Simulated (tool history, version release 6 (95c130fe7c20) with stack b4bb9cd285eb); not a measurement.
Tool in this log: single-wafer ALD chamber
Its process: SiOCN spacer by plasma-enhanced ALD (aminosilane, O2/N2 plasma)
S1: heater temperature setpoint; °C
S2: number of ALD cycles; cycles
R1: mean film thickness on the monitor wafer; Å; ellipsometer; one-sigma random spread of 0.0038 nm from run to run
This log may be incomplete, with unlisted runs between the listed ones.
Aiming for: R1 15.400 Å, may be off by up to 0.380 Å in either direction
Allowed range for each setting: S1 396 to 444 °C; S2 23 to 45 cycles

run 1 hour=0.0 | S1=420 S2=34 | R1=20.221
run 2 hour=1.9 | S1=422 S2=32 | R1=18.819
run 3 hour=8.5 | S1=424 S2=31 | R1=18.238
run 4 hour=13.3 | S1=425 S2=30 | R1=17.541
run 5 hour=14.9 | S1=425 S2=34 | R1=19.886
run 6 hour=17.3 | S1=427 S2=32 | R1=18.562
run 7 hour=25.1 | S1=429 S2=31 | R1=17.877
run 8 hour=33.8 | S1=430 S2=30 | R1=17.210
run 9 hour=39.9 | S1=432 S2=29 | R1=16.438
run 10 hour=46.0 | S1=433 S2=29 | R1=16.488
run 11 hour=47.4 | S1=434 S2=29 | R1=16.396
run 12 hour=48.8 | S1=435 S2=29 | R1=16.358
run 13 hour=52.0 | S1=436 S2=29 | R1=16.323
run 14 hour=60.0 | S1=437 S2=29 | R1=16.161
run 15 hour=68.5 | S1=438 S2=29 | R1=16.122
run 16 hour=76.2 | S1=439 S2=29 | R1=16.031
run 17 hour=78.7 | S1=440 S2=29 | R1=16.022

Exactly one of the 4 candidate moves below puts every result within its allowed miss. Which one?
run A hour=81.2 | S1=437 S2=30 | R1=?
run B hour=81.2 | S1=438 S2=30 | R1=?
run C hour=81.2 | S1=442 S2=28 | R1=?
run D hour=81.2 | S1=439 S2=30 | R1=?

move=A R1=16.774
move=B R1=16.709
move=C R1=15.352
move=D R1=16.644
A: the biggest miss grows against the last run
B: the biggest miss grows against the last run
C: meets every target
D: the biggest miss grows against the last run
C meets every target.
